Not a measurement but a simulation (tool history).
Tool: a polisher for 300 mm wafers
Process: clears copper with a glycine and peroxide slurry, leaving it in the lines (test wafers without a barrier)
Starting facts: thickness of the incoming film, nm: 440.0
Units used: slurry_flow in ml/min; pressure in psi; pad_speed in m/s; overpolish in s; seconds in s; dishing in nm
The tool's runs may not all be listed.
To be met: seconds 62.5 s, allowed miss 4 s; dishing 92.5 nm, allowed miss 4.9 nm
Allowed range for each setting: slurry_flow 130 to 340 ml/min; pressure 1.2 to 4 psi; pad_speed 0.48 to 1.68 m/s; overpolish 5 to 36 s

{"run": 1, "hour": 0.0, "slurry_flow": 220, "pressure": 2.6, "pad_speed": 1.08, "overpolish": 18, "seconds": 81.912, "dishing": 51.854}
{"run": 2, "hour": 4.1, "slurry_flow": 220, "pressure": 2.1, "pad_speed": 1.08, "overpolish": 18, "seconds": 97.47, "dishing": 45.6}
{"run": 3, "hour": 6.1, "slurry_flow": 220, "pressure": 2.6, "pad_speed": 1.08, "overpolish": 18, "seconds": 82.028, "dishing": 53.743}
{"run": 4, "hour": 11.6, "slurry_flow": 220, "pressure": 2.9, "pad_speed": 1.08, "overpolish": 20, "seconds": 73.773, "dishing": 61.41}
{"run": 5, "hour": 16.4, "slurry_flow": 220, "pressure": 3, "pad_speed": 1.08, "overpolish": 22, "seconds": 76.143, "dishing": 65.672}
{"run": 6, "hour": 20.6, "slurry_flow": 220, "pressure": 3, "pad_speed": 1.18, "overpolish": 22, "seconds": 70.709, "dishing": 71.734}
{"run": 7, "hour": 25.1, "slurry_flow": 220, "pressure": 3.1, "pad_speed": 1.2, "overpolish": 23, "seconds": 68.027, "dishing": 77.556}
{"run": 8, "hour": 30.8, "slurry_flow": 220, "pressure": 3.1, "pad_speed": 1.2, "overpolish": 23, "seconds": 70.6, "dishing": 73.752}
{"run": 9, "hour": 37.8, "slurry_flow": 220, "pressure": 3.2, "pad_speed": 1.22, "overpolish": 24, "seconds": 64.026, "dishing": 80.414}
{"run": 10, "hour": 43.0, "slurry_flow": 220, "pressure": 3.2, "pad_speed": 1.22, "overpolish": 28, "seconds": 64.412, "dishing": 87.274}

Of the 5 settings listed for the next run, only one would bring every result within its allowed miss of target. Which one?
{"run": "A", "hour": 48.2, "slurry_flow": 240, "pressure": 3.1, "pad_speed": 1.24, "overpolish": 26, "seconds": "?", "dishing": "?"}
{"run": "B", "hour": 48.2, "slurry_flow": 210, "pressure": 3.5, "pad_speed": 1.12, "overpolish": 29, "seconds": "?", "dishing": "?"}
{"run": "C", "hour": 48.2, "slurry_flow": 235, "pressure": 2.9, "pad_speed": 1.54, "overpolish": 22, "seconds": "?", "dishing": "?"}
{"run": "D", "hour": 48.2, "slurry_flow": 250, "pressure": 3.1, "pad_speed": 1.28, "overpolish": 24, "seconds": "?", "dishing": "?"}
{"run": "E", "hour": 48.2, "slurry_flow": 245, "pressure": 2.7, "pad_speed": 1.38, "overpolish": 27, "seconds": "?", "dishing": "?"}

move=A seconds=64.746 dishing=82.023
move=B seconds=63.409 dishing=89.847
move=C seconds=59.047 dishing=77.286
move=D seconds=63.087 dishing=79.164
move=E seconds=67.557 dishing=80.682
A: lands further from the targets than the last run did
B: every result within its allowed miss
C: lands further from the targets than the last run did
D: lands further from the targets than the last run did
E: lands further from the targets than the last run did
Move B is the one to make.
